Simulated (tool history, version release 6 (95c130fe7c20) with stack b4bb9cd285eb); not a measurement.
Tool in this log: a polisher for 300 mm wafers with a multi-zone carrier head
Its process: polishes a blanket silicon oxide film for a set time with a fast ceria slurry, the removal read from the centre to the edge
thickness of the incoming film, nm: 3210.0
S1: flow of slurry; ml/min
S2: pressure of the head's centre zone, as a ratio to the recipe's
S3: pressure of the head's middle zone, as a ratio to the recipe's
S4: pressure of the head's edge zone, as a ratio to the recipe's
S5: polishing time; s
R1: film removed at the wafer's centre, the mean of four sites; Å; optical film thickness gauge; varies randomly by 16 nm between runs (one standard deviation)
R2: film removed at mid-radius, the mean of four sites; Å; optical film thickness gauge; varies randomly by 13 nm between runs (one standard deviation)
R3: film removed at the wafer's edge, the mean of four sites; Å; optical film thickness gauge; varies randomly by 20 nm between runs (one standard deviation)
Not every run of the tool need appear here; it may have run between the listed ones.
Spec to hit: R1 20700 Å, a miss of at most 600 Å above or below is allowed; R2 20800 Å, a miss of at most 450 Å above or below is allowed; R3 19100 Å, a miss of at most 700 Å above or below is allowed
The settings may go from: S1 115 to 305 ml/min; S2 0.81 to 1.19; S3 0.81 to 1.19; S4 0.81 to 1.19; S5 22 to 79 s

| run | hour | S1 | S2 | S3 | S4 | S5 | R1 | R2 | R3 |
|---|---|---|---|---|---|---|---|---|---|
| 1 | 0 | 195 | 1 | 1 | 1 | 50 | 13085 | 12817 | 13360 |
| 2 | 7.7 | 205 | 1.02 | 1.03 | 1.01 | 52 | 13899 | 13926 | 13693 |
| 3 | 8.8 | 205 | 1.02 | 1.03 | 1.01 | 62 | 16604 | 16545 | 16499 |
| 4 | 11 | 210 | 1.03 | 1.04 | 1.03 | 63 | 16919 | 16980 | 16637 |
| 5 | 16.7 | 165 | 1.03 | 1.04 | 1.03 | 63 | 16376 | 16319 | 16268 |
| 6 | 18.5 | 165 | 1.03 | 1.13 | 1.03 | 63 | 16383 | 17583 | 15857 |
| 7 | 25.7 | 220 | 1.13 | 1.18 | 1.13 | 67 | 19826 | 20174 | 18629 |
| 8 | 32.1 | 225 | 1.13 | 1.18 | 1.13 | 67 | 19873 | 20204 | 18438 |
| 9 | 40.8 | 230 | 1.13 | 1.18 | 1.13 | 67 | 20012 | 20484 | 18388 |

Exactly one of the 5 candidate moves below puts every result within its allowed miss. Which one?
| A | 49.5 | 225 | 1.15 | 1.03 | 1.19 | 74 | ? | ? | ? |
| B | 49.5 | 210 | 1.15 | 1.04 | 1.19 | 73 | ? | ? | ? |
| C | 49.5 | 280 | 1.15 | 1.18 | 1.18 | 66 | ? | ? | ? |
| D | 49.5 | 260 | 1.19 | 1.07 | 1.09 | 69 | ? | ? | ? |
| E | 49.5 | 255 | 1.19 | 1.12 | 1.19 | 71 | ? | ? | ? |

| move | R1 | R2 | R3 |
|---|---|---|---|
| A | 22258 | 19960 | 20911 |
| B | 21717 | 19656 | 20473 |
| C | 20472 | 20547 | 18930 |
| D | 21860 | 19582 | 19080 |
| E | 22444 | 20902 | 20286 |
A: pushes the last run's worst result past its target
B: pushes the last run's worst result past its target
C: hits every target within its allowed miss
D: pushes the last run's worst result past its target
E: pushes the last run's worst result past its target
The move that meets every target is C.

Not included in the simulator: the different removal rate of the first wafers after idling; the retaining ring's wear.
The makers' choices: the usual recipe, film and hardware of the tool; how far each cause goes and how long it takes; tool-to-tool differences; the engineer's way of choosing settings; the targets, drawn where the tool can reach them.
